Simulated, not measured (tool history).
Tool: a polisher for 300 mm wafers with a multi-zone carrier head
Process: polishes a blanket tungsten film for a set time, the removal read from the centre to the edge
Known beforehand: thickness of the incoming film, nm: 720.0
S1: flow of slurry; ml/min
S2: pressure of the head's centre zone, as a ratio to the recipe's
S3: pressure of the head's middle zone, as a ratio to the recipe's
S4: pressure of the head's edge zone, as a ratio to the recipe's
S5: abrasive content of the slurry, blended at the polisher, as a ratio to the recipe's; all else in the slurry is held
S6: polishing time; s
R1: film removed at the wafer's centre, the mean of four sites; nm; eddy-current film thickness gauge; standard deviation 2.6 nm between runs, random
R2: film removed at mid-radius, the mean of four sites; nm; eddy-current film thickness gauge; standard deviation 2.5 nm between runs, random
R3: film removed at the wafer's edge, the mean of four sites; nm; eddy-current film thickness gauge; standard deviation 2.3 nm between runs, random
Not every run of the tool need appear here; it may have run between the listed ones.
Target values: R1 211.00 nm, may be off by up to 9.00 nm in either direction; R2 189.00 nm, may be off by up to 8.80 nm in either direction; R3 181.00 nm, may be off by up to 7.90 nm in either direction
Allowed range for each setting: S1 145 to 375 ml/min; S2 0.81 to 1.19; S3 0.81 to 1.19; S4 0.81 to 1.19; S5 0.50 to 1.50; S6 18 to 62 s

run 1 hour=0.0 | S1=240 S2=1.00 S3=1.00 S4=1.00 S5=1.00 S6=40 | R1=258.05 R2=257.07 R3=256.45
run 2 hour=5.2 | S1=240 S2=1.00 S3=1.00 S4=1.00 S5=1.00 S6=49 | R1=315.21 R2=316.99 R3=309.64
run 3 hour=8.4 | S1=240 S2=1.01 S3=1.00 S4=0.97 S5=0.90 S6=46 | R1=286.94 R2=282.75 R3=279.17
run 4 hour=10.0 | S1=240 S2=1.03 S3=1.01 S4=0.95 S5=0.85 S6=44 | R1=272.36 R2=261.35 R3=258.02
run 5 hour=16.7 | S1=240 S2=1.03 S3=1.01 S4=0.95 S5=0.85 S6=52 | R1=317.80 R2=314.95 R3=299.50
run 6 hour=19.9 | S1=240 S2=1.04 S3=1.01 S4=0.93 S5=0.80 S6=49 | R1=302.23 R2=281.89 R3=278.36
run 7 hour=26.0 | S1=240 S2=1.05 S3=1.03 S4=0.91 S5=0.75 S6=46 | R1=280.96 R2=267.34 R3=254.22
run 8 hour=32.0 | S1=240 S2=1.05 S3=1.03 S4=0.90 S5=0.70 S6=44 | R1=260.54 R2=251.44 R3=238.92
run 9 hour=34.3 | S1=240 S2=1.06 S3=1.03 S4=0.89 S5=0.65 S6=42 | R1=243.40 R2=229.71 R3=215.63
run 10 hour=35.7 | S1=240 S2=1.06 S3=1.02 S4=0.88 S5=0.60 S6=41 | R1=229.79 R2=215.70 R3=205.42
run 11 hour=39.3 | S1=240 S2=1.06 S3=1.01 S4=0.87 S5=0.60 S6=41 | R1=221.15 R2=212.31 R3=203.40
run 12 hour=42.4 | S1=230 S2=1.14 S3=0.98 S4=0.81 S5=0.50 S6=38 | R1=202.63 R2=173.77 R3=165.03
run 13 hour=50.8 | S1=235 S2=1.13 S3=0.99 S4=0.82 S5=0.50 S6=38 | R1=201.98 R2=177.90 R3=163.69
run 14 hour=57.2 | S1=235 S2=1.13 S3=0.99 S4=0.84 S5=0.50 S6=38 | R1=205.43 R2=175.05 R3=168.61
run 15 hour=65.0 | S1=255 S2=1.11 S3=1.06 S4=0.89 S5=0.60 S6=38 | R1=219.73 R2=204.09 R3=186.74

4 candidate next runs follow, results not yet known. Just one meets every target within its allowed miss. Identify it.
run A hour=72.8 | S1=280 S2=1.13 S3=0.81 S4=1.08 S5=0.55 S6=39 | R1=? R2=? R3=?
run B hour=72.8 | S1=275 S2=0.98 S3=1.01 S4=0.87 S5=0.55 S6=38 | R1=? R2=? R3=?
run C hour=72.8 | S1=145 S2=1.18 S3=1.09 S4=0.95 S5=0.75 S6=35 | R1=? R2=? R3=?
run D hour=72.8 | S1=250 S2=1.00 S3=0.98 S4=0.90 S5=0.65 S6=39 | R1=? R2=? R3=?

move=A R1=226.10 R2=167.89 R3=198.54
move=B R1=190.65 R2=188.92 R3=180.53
move=C R1=216.02 R2=189.25 R3=181.21
move=D R1=213.80 R2=203.64 R3=201.19
A: moves the result that the last run missed by most past its target, out the other side
B: puts the biggest miss on target and leaves a different result outside tolerance
C: hits every target within its allowed miss
D: the biggest miss grows against the last run
Go with C: it meets all targets.
